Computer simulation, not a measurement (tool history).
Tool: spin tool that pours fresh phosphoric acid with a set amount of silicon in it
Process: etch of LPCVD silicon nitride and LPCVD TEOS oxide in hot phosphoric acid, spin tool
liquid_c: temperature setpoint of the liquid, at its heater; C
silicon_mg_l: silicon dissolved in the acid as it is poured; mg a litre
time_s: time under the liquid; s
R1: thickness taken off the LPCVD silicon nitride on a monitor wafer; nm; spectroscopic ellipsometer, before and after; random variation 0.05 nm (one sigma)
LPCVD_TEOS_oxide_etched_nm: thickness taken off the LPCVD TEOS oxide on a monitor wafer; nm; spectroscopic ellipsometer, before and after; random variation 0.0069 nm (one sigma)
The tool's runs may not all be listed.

{"run": 1, "hour": 0.0, "liquid_c": 162.0, "silicon_mg_l": 22.0, "time_s": 145, "R1": 16.158, "LPCVD_TEOS_oxide_etched_nm": 0.30296}
{"run": 2, "hour": 2.0, "liquid_c": 160.5, "silicon_mg_l": 22.0, "time_s": 145, "R1": 15.447, "LPCVD_TEOS_oxide_etched_nm": 0.28171}
{"run": 3, "hour": 3.4, "liquid_c": 162.5, "silicon_mg_l": 22.0, "time_s": 145, "R1": 16.425, "LPCVD_TEOS_oxide_etched_nm": 0.32183}
{"run": 4, "hour": 12.0, "liquid_c": 164.5, "silicon_mg_l": 22.0, "time_s": 145, "R1": 17.944, "LPCVD_TEOS_oxide_etched_nm": 0.36742}
{"run": 5, "hour": 13.4, "liquid_c": 163.5, "silicon_mg_l": 23.0, "time_s": 120, "R1": 14.067, "LPCVD_TEOS_oxide_etched_nm": 0.2693}
{"hour": 17.8, "done": "thermometer replaced"}
{"run": 6, "hour": 17.8, "liquid_c": 162.5, "silicon_mg_l": 24.0, "time_s": 100, "R1": 10.82, "LPCVD_TEOS_oxide_etched_nm": 0.14405}
{"run": 7, "hour": 20.0, "liquid_c": 161.5, "silicon_mg_l": 20.5, "time_s": 90, "R1": 9.2861, "LPCVD_TEOS_oxide_etched_nm": 0.16262}
{"run": 8, "hour": 27.8, "liquid_c": 160.5, "silicon_mg_l": 20.5, "time_s": 85, "R1": 8.5741, "LPCVD_TEOS_oxide_etched_nm": 0.15251}
{"run": 9, "hour": 32.1, "liquid_c": 160.0, "silicon_mg_l": 21.0, "time_s": 80, "R1": 7.9105, "LPCVD_TEOS_oxide_etched_nm": 0.1485}
{"run": 10, "hour": 40.4, "liquid_c": 159.5, "silicon_mg_l": 22.5, "time_s": 75, "R1": 7.3202, "LPCVD_TEOS_oxide_etched_nm": 0.093081}
{"run": 11, "hour": 47.3, "liquid_c": 159.0, "silicon_mg_l": 21.5, "time_s": 70, "R1": 6.7282, "LPCVD_TEOS_oxide_etched_nm": 0.09377}

The next listed run, before its measurement:
{"run": 12, "hour": 49.0, "liquid_c": 158.5, "silicon_mg_l": 21.0, "time_s": 70, "R1": "?", "LPCVD_TEOS_oxide_etched_nm": "?"}

R1: 6.5680 nm
LPCVD_TEOS_oxide_etched_nm: 0.093096 nm
